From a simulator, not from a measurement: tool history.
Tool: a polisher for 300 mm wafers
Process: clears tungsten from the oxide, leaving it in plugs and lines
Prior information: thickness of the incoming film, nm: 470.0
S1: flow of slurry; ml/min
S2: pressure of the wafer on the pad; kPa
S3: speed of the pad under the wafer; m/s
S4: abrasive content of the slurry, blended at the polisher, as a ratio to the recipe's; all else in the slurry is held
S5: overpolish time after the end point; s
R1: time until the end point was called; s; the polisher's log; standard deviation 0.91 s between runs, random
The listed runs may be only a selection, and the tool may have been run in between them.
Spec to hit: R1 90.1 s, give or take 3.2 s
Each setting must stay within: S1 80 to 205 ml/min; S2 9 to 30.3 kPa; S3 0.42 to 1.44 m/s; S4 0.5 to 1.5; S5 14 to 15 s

| run | day | S1 | S2 | S3 | S4 | S5 | R1 |
|---|---|---|---|---|---|---|---|
| 1 | 0 | 135 | 19.3 | 0.92 | 1 | 14 | 128.48 |
| 2 | 0.167 | 135 | 20 | 0.92 | 1 | 14 | 125.91 |
| 3 | 0.375 | 135 | 20 | 0.78 | 1 | 14 | 145.27 |
| 4 | 0.446 | 135 | 24.8 | 0.78 | 1 | 14 | 119.51 |
| 5 | 0.729 | 135 | 24.8 | 0.78 | 1.2 | 14 | 114.03 |
| 6 | 0.892 | 135 | 24.8 | 0.78 | 1.3 | 14 | 113.69 |
| 7 | 1.125 | 135 | 25.5 | 0.78 | 1.3 | 14 | 107.65 |
| 8 | 1.4 | 135 | 25.5 | 0.78 | 1.3 | 14 | 110.24 |
| 9 | 1.721 | 135 | 26.2 | 0.78 | 1.3 | 14 | 106.76 |
| 10 | 1.842 | 135 | 26.9 | 0.78 | 1.3 | 14 | 103.97 |
| 11 | 2.112 | 145 | 28.3 | 0.78 | 1.3 | 14 | 96.701 |

Exactly one of the 4 candidate moves below puts every result within its allowed miss. Which one?
| A | 2.383 | 150 | 29 | 0.7 | 1.2 | 14 | ? |
| B | 2.383 | 135 | 29.6 | 0.68 | 1.35 | 15 | ? |
| C | 2.383 | 125 | 28.3 | 0.86 | 1.4 | 15 | ? |
| D | 2.383 | 115 | 30.3 | 0.72 | 1.4 | 14 | ? |

| move | R1 |
|---|---|
| A | 107.67 |
| B | 107.41 |
| C | 90.409 |
| D | 102.04 |
A: further off than the last run
B: further off than the last run
C: all results land within tolerance of their targets
D: further off than the last run
C meets every target.
